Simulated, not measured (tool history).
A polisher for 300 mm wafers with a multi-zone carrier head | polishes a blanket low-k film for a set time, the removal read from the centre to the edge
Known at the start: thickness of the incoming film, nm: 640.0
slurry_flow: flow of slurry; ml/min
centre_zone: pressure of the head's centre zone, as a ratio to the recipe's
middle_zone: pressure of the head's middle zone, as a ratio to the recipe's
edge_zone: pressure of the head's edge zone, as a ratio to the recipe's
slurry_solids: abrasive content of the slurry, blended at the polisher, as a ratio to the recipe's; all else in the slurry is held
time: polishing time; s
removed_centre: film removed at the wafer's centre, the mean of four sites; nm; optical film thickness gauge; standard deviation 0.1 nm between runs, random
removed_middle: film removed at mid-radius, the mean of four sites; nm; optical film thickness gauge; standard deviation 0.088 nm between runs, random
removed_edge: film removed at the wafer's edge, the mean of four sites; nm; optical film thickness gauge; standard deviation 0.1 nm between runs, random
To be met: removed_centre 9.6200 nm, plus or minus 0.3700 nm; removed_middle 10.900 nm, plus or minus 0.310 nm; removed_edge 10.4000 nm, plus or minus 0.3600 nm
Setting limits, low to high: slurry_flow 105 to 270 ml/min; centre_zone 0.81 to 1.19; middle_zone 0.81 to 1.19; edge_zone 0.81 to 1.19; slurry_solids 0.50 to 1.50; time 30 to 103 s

| run | hour | slurry_flow | centre_zone | middle_zone | edge_zone | slurry_solids | time | removed_centre | removed_middle | removed_edge |
|---|---|---|---|---|---|---|---|---|---|---|
| 1 | 0.0 | 175 | 1.00 | 1.00 | 1.00 | 1.00 | 66 | 17.9770 | 17.839 | 18.0090 |
| 2 | 5.9 | 175 | 1.00 | 1.00 | 0.96 | 1.00 | 66 | 18.2920 | 17.987 | 17.7830 |
| 3 | 13.1 | 175 | 1.00 | 0.92 | 0.96 | 1.00 | 66 | 17.7440 | 16.510 | 17.3900 |
| 4 | 15.4 | 175 | 0.94 | 0.92 | 0.96 | 1.00 | 66 | 17.4640 | 16.785 | 17.4810 |
| 5 | 23.7 | 175 | 0.94 | 0.92 | 0.91 | 1.00 | 66 | 17.3860 | 16.745 | 16.8810 |
| 6 | 26.9 | 175 | 0.94 | 0.92 | 0.85 | 1.00 | 66 | 16.9410 | 16.901 | 16.7110 |
| 7 | 28.4 | 165 | 0.91 | 0.92 | 0.84 | 0.90 | 63 | 15.0440 | 15.216 | 15.0170 |
| 8 | 30.9 | 160 | 0.89 | 0.93 | 0.83 | 0.80 | 61 | 13.1590 | 13.777 | 13.4740 |
| 9 | 36.8 | 155 | 0.88 | 0.94 | 0.83 | 0.75 | 60 | 12.3580 | 13.163 | 12.8860 |
| 10 | 42.7 | 155 | 0.88 | 0.95 | 0.83 | 0.70 | 59 | 11.6220 | 12.445 | 11.7850 |
| 11 | 46.8 | 155 | 0.88 | 0.95 | 0.83 | 0.70 | 59 | 11.6770 | 12.375 | 11.9130 |
| 12 | 48.1 | 150 | 0.87 | 0.95 | 0.83 | 0.65 | 59 | 10.9910 | 11.946 | 11.2680 |
| 13 | 50.4 | 145 | 0.86 | 0.95 | 0.83 | 0.65 | 59 | 10.7980 | 11.701 | 11.5890 |
| 14 | 56.3 | 140 | 0.86 | 0.96 | 0.83 | 0.65 | 59 | 10.6020 | 11.937 | 11.4320 |
| 15 | 65.2 | 135 | 0.86 | 0.96 | 0.82 | 0.60 | 59 | 10.2770 | 11.116 | 10.6260 |

Exactly one of the 5 candidate moves below puts every result within its allowed miss. Which one?
| A | 74.1 | 105 | 0.94 | 0.86 | 0.89 | 0.60 | 61 | ? | ? | ? |
| B | 74.1 | 105 | 0.86 | 0.83 | 0.87 | 0.80 | 54 | ? | ? | ? |
| C | 74.1 | 145 | 0.84 | 0.97 | 0.83 | 0.60 | 56 | ? | ? | ? |
| D | 74.1 | 135 | 0.98 | 0.96 | 0.81 | 0.50 | 60 | ? | ? | ? |
| E | 74.1 | 120 | 0.83 | 0.96 | 0.83 | 0.60 | 63 | ? | ? | ? |

| move | removed_centre | removed_middle | removed_edge |
|---|---|---|---|
| A | 10.6320 | 10.254 | 11.0320 |
| B | 10.3650 | 10.485 | 11.4940 |
| C | 9.4201 | 10.973 | 10.1710 |
| D | 10.0420 | 10.169 | 9.4439 |
| E | 10.1400 | 11.878 | 11.2040 |
A: misses by more than the last run did
B: misses by more than the last run did
C: hits every target within its allowed miss
D: misses by more than the last run did
E: misses by more than the last run did
So the answer is move C, the one that meets all the targets.
